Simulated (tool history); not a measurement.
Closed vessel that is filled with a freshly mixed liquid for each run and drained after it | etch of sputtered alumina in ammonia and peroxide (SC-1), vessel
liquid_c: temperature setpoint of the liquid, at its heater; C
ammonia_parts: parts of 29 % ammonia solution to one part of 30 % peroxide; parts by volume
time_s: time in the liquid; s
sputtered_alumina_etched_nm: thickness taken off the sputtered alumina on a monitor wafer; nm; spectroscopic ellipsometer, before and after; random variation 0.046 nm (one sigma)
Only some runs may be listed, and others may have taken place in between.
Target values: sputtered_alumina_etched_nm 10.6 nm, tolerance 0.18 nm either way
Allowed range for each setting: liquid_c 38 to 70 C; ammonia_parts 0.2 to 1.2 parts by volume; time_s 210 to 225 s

run  hour  liquid_c  ammonia_parts  time_s  sputtered_alumina_etched_nm
  1     0        54           0.85     210                       8.1432
  2   1.2        54           0.85     210                       8.1105
  3   7.7        54            0.7     210                        7.926
  4  13.8        54            0.9     210                       8.1265
  5  21.4        54            1.1     210                       8.3023
  6  24.5        54            1.1     225                       8.9015
  7  28.4      54.5            1.1     225                       9.1483
  8  32.2        55            1.1     225                       9.3958

Exercise: of the 4 proposed moves below, exactly one satisfies all targets within the stated allowed misses. Which move is it?
  A    36        58           1.05     225                            ?
  B    36      59.5            1.1     210                            ?
  C    36      58.5           0.95     215                            ?
  D    36      56.5           1.05     225                            ?

move  sputtered_alumina_etched_nm
   A                       10.928
   B                       11.071
   C                       10.616
   D                       10.104
A: the result that was furthest off in the last run now lies on the other side of its target
B: the result that was furthest off in the last run now lies on the other side of its target
C: every result within its allowed miss
D: gains on the last run, yet a result remains outside its allowed miss
Move C is the one to make.
